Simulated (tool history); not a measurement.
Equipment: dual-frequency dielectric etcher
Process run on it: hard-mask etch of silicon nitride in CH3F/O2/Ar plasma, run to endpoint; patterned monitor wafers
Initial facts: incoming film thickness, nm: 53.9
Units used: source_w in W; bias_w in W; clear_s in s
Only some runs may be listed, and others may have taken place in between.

| run | day | source_w | bias_w | clear_s |
|---|---|---|---|---|
| 1 | 0.000 | 540 | 64 | 66.734 |
| 2 | 0.175 | 470 | 55 | 75.100 |
| 3 | 0.458 | 470 | 64 | 70.214 |
| 4 | 0.608 | 420 | 57 | 78.558 |
| 5 | 0.683 | 420 | 64 | 74.349 |
| 6 | 0.912 | 490 | 64 | 69.444 |
| 7 | 1.179 | 430 | 58 | 75.988 |
| 8 | 1.379 | 390 | 53 | 83.337 |
| 9 | 1.446 | 370 | 52 | 85.824 |

Run 10, settings as shown, results not yet in. Your forecast:
| 10 | 1.575 | 350 | 51 | ? |

clear_s: 88.879 s

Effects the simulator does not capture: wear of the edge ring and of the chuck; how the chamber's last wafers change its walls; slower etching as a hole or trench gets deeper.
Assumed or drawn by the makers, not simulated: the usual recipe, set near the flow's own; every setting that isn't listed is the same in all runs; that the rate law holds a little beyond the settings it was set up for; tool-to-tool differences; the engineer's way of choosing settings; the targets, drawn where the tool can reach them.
